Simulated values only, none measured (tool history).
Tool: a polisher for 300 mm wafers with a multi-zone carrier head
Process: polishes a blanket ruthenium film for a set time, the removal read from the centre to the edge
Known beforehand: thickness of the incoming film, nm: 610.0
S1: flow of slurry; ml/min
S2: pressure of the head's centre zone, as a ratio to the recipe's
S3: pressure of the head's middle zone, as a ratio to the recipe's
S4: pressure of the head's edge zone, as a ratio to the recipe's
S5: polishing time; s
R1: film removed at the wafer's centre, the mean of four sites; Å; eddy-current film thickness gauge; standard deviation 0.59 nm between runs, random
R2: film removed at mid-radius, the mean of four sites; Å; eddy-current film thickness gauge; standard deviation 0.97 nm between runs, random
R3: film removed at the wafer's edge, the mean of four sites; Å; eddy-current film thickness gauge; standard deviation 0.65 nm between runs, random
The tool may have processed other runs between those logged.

run	hour	S1	S2	S3	S4	S5	R1	R2	R3
1	0.0	280	1.00	1.00	1.00	64	717.10	738.98	722.48
2	6.9	295	0.99	1.02	1.05	65	714.09	746.36	773.38
3	9.9	310	0.99	1.06	1.06	66	725.29	798.76	770.47
4	14.3	315	0.99	1.07	1.09	67	737.55	812.37	797.36
5	21.8	320	0.99	1.08	1.11	68	757.57	823.53	831.45
6	28.1	320	0.99	1.08	1.11	77	845.95	924.42	921.03

For run 7, what comes out?
7	32.8	310	0.97	1.07	1.09	76	?	?	?

R1: 834.16 Å
R2: 900.27 Å
R3: 912.70 Å

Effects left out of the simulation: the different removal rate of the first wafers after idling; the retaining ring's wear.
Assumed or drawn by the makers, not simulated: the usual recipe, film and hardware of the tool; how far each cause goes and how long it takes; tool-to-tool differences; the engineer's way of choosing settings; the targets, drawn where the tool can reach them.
